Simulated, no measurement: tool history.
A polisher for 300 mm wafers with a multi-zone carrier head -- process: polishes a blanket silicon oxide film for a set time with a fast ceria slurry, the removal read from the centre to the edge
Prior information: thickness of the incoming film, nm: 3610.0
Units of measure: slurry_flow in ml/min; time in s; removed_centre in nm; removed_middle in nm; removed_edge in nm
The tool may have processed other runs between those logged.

{"run": 1, "day": 0.0, "slurry_flow": 275, "centre_zone": 1, "middle_zone": 1, "edge_zone": 1, "time": 83, "removed_centre": 1340.9, "removed_middle": 1231.5, "removed_edge": 1232.4}
{"run": 2, "day": 0.196, "slurry_flow": 275, "centre_zone": 1, "middle_zone": 1, "edge_zone": 1, "time": 71, "removed_centre": 1114.4, "removed_middle": 1065.8, "removed_edge": 1049.7}
{"run": 3, "day": 0.388, "slurry_flow": 280, "centre_zone": 0.96, "middle_zone": 1.03, "edge_zone": 1.06, "time": 80, "removed_centre": 1225.1, "removed_middle": 1241.6, "removed_edge": 1203.1}
{"run": 4, "day": 0.462, "slurry_flow": 280, "centre_zone": 0.96, "middle_zone": 1.03, "edge_zone": 1.02, "time": 80, "removed_centre": 1228.6, "removed_middle": 1225.8, "removed_edge": 1206.7}
{"run": 5, "day": 0.804, "slurry_flow": 280, "centre_zone": 0.96, "middle_zone": 1.03, "edge_zone": 1.08, "time": 80, "removed_centre": 1225.7, "removed_middle": 1233.7, "removed_edge": 1236.9}
{"run": 6, "day": 0.904, "slurry_flow": 290, "centre_zone": 0.94, "middle_zone": 1.05, "edge_zone": 1.11, "time": 86, "removed_centre": 1292.5, "removed_middle": 1362.8, "removed_edge": 1347.7}

Run 7 has not been measured yet. What should we expect?
{"run": 7, "day": 1.254, "slurry_flow": 300, "centre_zone": 0.93, "middle_zone": 1.06, "edge_zone": 1.14, "time": 90, "removed_centre": "?", "removed_middle": "?", "removed_edge": "?"}

Run 7 gave removed_centre 1342.7 nm, removed_middle 1431.8 nm, removed_edge 1415.7 nm.
